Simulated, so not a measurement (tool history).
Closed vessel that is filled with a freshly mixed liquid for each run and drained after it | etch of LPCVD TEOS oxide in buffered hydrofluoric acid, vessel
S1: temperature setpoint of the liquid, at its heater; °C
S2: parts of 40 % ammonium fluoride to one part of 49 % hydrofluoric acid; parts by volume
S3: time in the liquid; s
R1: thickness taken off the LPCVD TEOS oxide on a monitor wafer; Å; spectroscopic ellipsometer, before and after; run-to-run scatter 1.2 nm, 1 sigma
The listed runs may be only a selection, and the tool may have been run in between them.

run 1 day=0 | S1=22 S2=14 S3=30 | R1=721.24
run 2 day=0.196 | S1=23 S2=13.5 S3=30 | R1=786.49
run 3 day=0.233 | S1=24 S2=13 S3=30 | R1=865.83
run 4 day=0.438 | S1=25 S2=12.5 S3=30 | R1=942.59
run 5 day=0.662 | S1=25 S2=15 S3=30 | R1=788.24
-- day=0.817 hydrofluoric acid flow meter replaced
run 6 day=0.817 | S1=27.5 S2=15 S3=30 | R1=837.07
run 7 day=0.917 | S1=28 S2=14 S3=30 | R1=917.07
run 8 day=1.254 | S1=28.5 S2=13 S3=30 | R1=1020.3
run 9 day=1.596 | S1=28.5 S2=12.5 S3=30 | R1=1066.1
run 10 day=1.775 | S1=28.5 S2=12 S3=30 | R1=1106.5

Estimate the outcome of run 11 from the log above:
run 11 day=2.025 | S1=28.5 S2=11.5 S3=30 | R1=?

R1: 1150.3 Å
